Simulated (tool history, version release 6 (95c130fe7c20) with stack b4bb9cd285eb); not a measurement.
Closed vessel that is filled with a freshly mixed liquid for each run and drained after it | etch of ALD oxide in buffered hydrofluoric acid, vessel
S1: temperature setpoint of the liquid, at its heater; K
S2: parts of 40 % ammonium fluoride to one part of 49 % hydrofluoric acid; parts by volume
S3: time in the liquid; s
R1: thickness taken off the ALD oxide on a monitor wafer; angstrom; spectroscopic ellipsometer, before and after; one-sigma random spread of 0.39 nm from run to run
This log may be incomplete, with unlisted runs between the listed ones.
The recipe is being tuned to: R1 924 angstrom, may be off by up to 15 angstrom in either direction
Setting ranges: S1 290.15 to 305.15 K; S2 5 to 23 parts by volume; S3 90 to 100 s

Run 1, hour 0: S1 298.15 K, S2 14 parts by volume, S3 90 s. Result: R1 1553.8 angstrom.
Run 2, hour 4.6: S1 298.15 K, S2 11.5 parts by volume, S3 90 s. Result: R1 1907.2 angstrom.
Run 3, hour 9.1: S1 296.65 K, S2 12 parts by volume, S3 90 s. Result: R1 1674.8 angstrom.
Run 4, hour 16.6: S1 295.65 K, S2 12.5 parts by volume, S3 90 s. Result: R1 1512.7 angstrom.
Run 5, hour 18.9: S1 294.65 K, S2 13 parts by volume, S3 90 s. Result: R1 1383.6 angstrom.
Run 6, hour 27: S1 294.65 K, S2 16 parts by volume, S3 90 s. Result: R1 1137.1 angstrom.
Run 7, hour 33.2: S1 294.15 K, S2 16 parts by volume, S3 90 s. Result: R1 1102.9 angstrom.
Run 8, hour 37.8: S1 293.65 K, S2 16 parts by volume, S3 90 s. Result: R1 1065 angstrom.
Run 9, hour 42.3: S1 293.15 K, S2 16 parts by volume, S3 90 s. Result: R1 1037 angstrom.
Run 10, hour 45.7: S1 292.65 K, S2 16 parts by volume, S3 90 s. Result: R1 1005.5 angstrom.
Run 11, hour 50.3: S1 291.65 K, S2 16 parts by volume, S3 90 s. Result: R1 957.86 angstrom.

Consider the 4 candidate settings below. Which is the only one whose results all fall within their allowed miss of target?
Run A, hour 54.9: S1 290.15 K, S2 15.5 parts by volume, S3 95 s. Result: R1 ?.
Run B, hour 54.9: S1 290.15 K, S2 16 parts by volume, S3 95 s. Result: R1 ?.
Run C, hour 54.9: S1 291.65 K, S2 18 parts by volume, S3 95 s. Result: R1 ?.
Run D, hour 54.9: S1 294.15 K, S2 20 parts by volume, S3 90 s. Result: R1 ?.

move      R1
   A  953.47
   B  924.11
   C  895.33
   D  878.53
A: moves toward the targets from the last run without getting all of them in spec
B: every result within its allowed miss
C: moves the result that the last run missed by most past its target, out the other side
D: moves the result that the last run missed by most past its target, out the other side
B meets every target.

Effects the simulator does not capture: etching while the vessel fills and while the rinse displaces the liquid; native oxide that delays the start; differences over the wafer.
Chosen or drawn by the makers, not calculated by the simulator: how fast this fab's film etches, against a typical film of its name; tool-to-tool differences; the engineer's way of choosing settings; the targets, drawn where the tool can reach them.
